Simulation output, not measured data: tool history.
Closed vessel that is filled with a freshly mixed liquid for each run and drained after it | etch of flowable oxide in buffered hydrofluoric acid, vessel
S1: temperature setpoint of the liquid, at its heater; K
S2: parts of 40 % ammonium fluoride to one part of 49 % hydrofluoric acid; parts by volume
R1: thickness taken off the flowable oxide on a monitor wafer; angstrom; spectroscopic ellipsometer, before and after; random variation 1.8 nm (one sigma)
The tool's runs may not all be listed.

Run 1, hour 0.0: S1 297.15 K, S2 11.5 parts by volume, time in the liquid (s) 30. Result: R1 1473.6 angstrom.
Run 2, hour 5.4: S1 297.15 K, S2 11.5 parts by volume, time in the liquid (s) 30. Result: R1 1487.5 angstrom.
Run 3, hour 13.1: S1 298.15 K, S2 11.5 parts by volume, time in the liquid (s) 30. Result: R1 1521.5 angstrom.
Run 4, hour 21.4: S1 298.15 K, S2 13.0 parts by volume, time in the liquid (s) 30. Result: R1 1366.8 angstrom.
Run 5, hour 21.9: S1 296.15 K, S2 13.0 parts by volume, time in the liquid (s) 30. Result: R1 1238.2 angstrom.
Run 6, hour 27.3: S1 296.15 K, S2 13.0 parts by volume, time in the liquid (s) 30. Result: R1 1252.7 angstrom.

The next listed run, before its measurement:
Run 7, hour 33.4: S1 296.15 K, S2 13.0 parts by volume, time in the liquid (s) 30. Result: R1 ?.

{"run 7": {"R1": 1220.0}}
